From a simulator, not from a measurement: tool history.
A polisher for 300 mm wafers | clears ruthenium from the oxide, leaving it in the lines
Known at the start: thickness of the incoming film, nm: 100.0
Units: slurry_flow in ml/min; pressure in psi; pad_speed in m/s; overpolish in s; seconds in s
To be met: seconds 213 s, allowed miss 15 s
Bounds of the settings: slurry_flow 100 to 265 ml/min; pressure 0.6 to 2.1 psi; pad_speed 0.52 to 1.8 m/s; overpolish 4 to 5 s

Run 1, hour 0: slurry_flow 170 ml/min, pressure 1.3 psi, pad_speed 1.16 m/s, overpolish 5 s. Result: seconds 157.98 s.
Run 2, hour 6.6: slurry_flow 170 ml/min, pressure 1.2 psi, pad_speed 1.14 m/s, overpolish 5 s. Result: seconds 165.15 s.
Run 3, hour 8.2: slurry_flow 205 ml/min, pressure 1.2 psi, pad_speed 1.14 m/s, overpolish 5 s. Result: seconds 164.07 s.
Run 4, hour 14.8: slurry_flow 205 ml/min, pressure 1.1 psi, pad_speed 1.12 m/s, overpolish 5 s. Result: seconds 183.5 s.
Run 5, hour 20.3: slurry_flow 205 ml/min, pressure 1.4 psi, pad_speed 1.12 m/s, overpolish 5 s. Result: seconds 149.34 s.
At hour 22.3: worn pad replaced by a new one.
Run 6, hour 22.3: slurry_flow 205 ml/min, pressure 1.3 psi, pad_speed 1.1 m/s, overpolish 5 s. Result: seconds 141.17 s.
Run 7, hour 29.2: slurry_flow 195 ml/min, pressure 1.2 psi, pad_speed 1.1 m/s, overpolish 5 s. Result: seconds 157.67 s.
Run 8, hour 31.7: slurry_flow 195 ml/min, pressure 1.1 psi, pad_speed 1.12 m/s, overpolish 5 s. Result: seconds 166.76 s.
Run 9, hour 40.1: slurry_flow 195 ml/min, pressure 1 psi, pad_speed 1.08 m/s, overpolish 5 s. Result: seconds 181.93 s.

4 next moves are on the table. One of them brings every result within its allowed miss. Which?
Run A, hour 48.5: slurry_flow 215 ml/min, pressure 1.1 psi, pad_speed 1.24 m/s, overpolish 4 s. Result: seconds ?.
Run B, hour 48.5: slurry_flow 220 ml/min, pressure 0.8 psi, pad_speed 1.18 m/s, overpolish 5 s. Result: seconds ?.
Run C, hour 48.5: slurry_flow 210 ml/min, pressure 1 psi, pad_speed 1.2 m/s, overpolish 5 s. Result: seconds ?.
Run D, hour 48.5: slurry_flow 185 ml/min, pressure 0.6 psi, pad_speed 1.26 m/s, overpolish 5 s. Result: seconds ?.

move  seconds
   A   145.66
   B   205.88
   C    165.1
   D   258.35
A: further off than the last run
B: meets every target
C: further off than the last run
D: takes the result that was furthest off past its target
Move B is the one to make.

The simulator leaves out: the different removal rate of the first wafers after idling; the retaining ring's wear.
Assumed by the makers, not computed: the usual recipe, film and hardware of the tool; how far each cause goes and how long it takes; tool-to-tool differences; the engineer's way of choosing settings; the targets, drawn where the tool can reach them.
